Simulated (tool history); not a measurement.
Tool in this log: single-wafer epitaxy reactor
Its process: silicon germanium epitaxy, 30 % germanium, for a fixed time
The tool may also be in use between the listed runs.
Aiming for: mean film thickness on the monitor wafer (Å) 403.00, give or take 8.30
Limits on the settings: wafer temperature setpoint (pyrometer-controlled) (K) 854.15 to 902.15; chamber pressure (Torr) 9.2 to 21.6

run,hour,wafer temperature setpoint (pyrometer-controlled) (K),chamber pressure (Torr),mean film thickness on the monitor wafer (Å)
1,0.0,878.15,15.4,584.18
2,5.8,888.15,15.4,716.21
3,10.8,898.15,15.4,876.06
4,12.4,887.15,15.2,697.85
5,13.3,878.15,15.2,582.18
6,18.0,878.15,13.9,550.74
7,22.2,874.15,13.9,507.55
8,24.7,862.15,13.7,392.41

Of the 4 settings listed for the next run, only one would bring every result within its allowed miss of target. Which one?
A,27.2,863.15,14.1,?
B,27.2,863.15,14.7,?
C,27.2,865.15,14.5,?
D,27.2,864.15,14.4,?

move,mean film thickness on the monitor wafer (Å)
A,406.01
B,416.02
C,430.73
D,419.95
A: each result inside its tolerance
B: takes the biggest miss from the last run beyond its target
C: takes the biggest miss from the last run beyond its target
D: takes the biggest miss from the last run beyond its target
Correct choice: A, which meets every target

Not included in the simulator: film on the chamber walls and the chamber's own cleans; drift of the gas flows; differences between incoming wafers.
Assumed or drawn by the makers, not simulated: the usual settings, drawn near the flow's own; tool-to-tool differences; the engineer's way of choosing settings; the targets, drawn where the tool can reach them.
